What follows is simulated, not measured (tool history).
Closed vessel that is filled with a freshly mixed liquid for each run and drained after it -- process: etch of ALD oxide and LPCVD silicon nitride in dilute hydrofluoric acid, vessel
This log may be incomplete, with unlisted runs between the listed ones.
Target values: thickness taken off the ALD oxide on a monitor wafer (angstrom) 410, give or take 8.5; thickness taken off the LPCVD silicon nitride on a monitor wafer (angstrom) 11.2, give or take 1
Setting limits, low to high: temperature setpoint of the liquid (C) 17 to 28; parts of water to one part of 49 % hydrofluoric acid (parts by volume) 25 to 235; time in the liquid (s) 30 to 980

| run | hour | temperature setpoint of the liquid (C) | parts of water to one part of 49 % hydrofluoric acid (parts by volume) | time in the liquid (s) | thickness taken off the ALD oxide on a monitor wafer (angstrom) | thickness taken off the LPCVD silicon nitride on a monitor wafer (angstrom) |
|---|---|---|---|---|---|---|
| 1 | 0 | 20 | 130 | 500 | 597.86 | 13.698 |
| 2 | 1.9 | 20 | 150 | 500 | 506.32 | 12.454 |
| 3 | 5.3 | 20 | 130 | 500 | 605.93 | 13.972 |
| 4 | 7.1 | 20 | 145 | 510 | 541.32 | 12.527 |
| 5 | 10.6 | 20 | 100 | 510 | 815.58 | 18.414 |
| 6 | 19.6 | 20.5 | 130 | 515 | 634.23 | 14.759 |
| 7 | 25.2 | 20.5 | 145 | 520 | 564.52 | 13.261 |
| 8 | 32.8 | 20 | 155 | 520 | 511.08 | 12.719 |
| 9 | 40.4 | 18 | 185 | 545 | 402.81 | 9.2706 |

Exactly one of the 5 candidate moves below puts every result within its allowed miss. Which one?
| A | 48 | 28 | 235 | 495 | ? | ? |
| B | 48 | 17.5 | 160 | 460 | ? | ? |
| C | 48 | 23 | 195 | 490 | ? | ? |
| D | 48 | 24 | 200 | 470 | ? | ? |
| E | 48 | 19 | 170 | 460 | ? | ? |

| move | thickness taken off the ALD oxide on a monitor wafer (angstrom) | thickness taken off the LPCVD silicon nitride on a monitor wafer (angstrom) |
|---|---|---|
| A | 393.83 | 12.825 |
| B | 392.12 | 8.8803 |
| C | 410 | 11.216 |
| D | 395.86 | 11.182 |
| E | 388.14 | 9.2669 |
A: takes the result that was furthest off past its target
B: moves away from the targets compared with the last run
C: each result inside its tolerance
D: meets the target for the result that was furthest off, but another lies outside its allowed miss
E: moves away from the targets compared with the last run
Move C is the one to make.
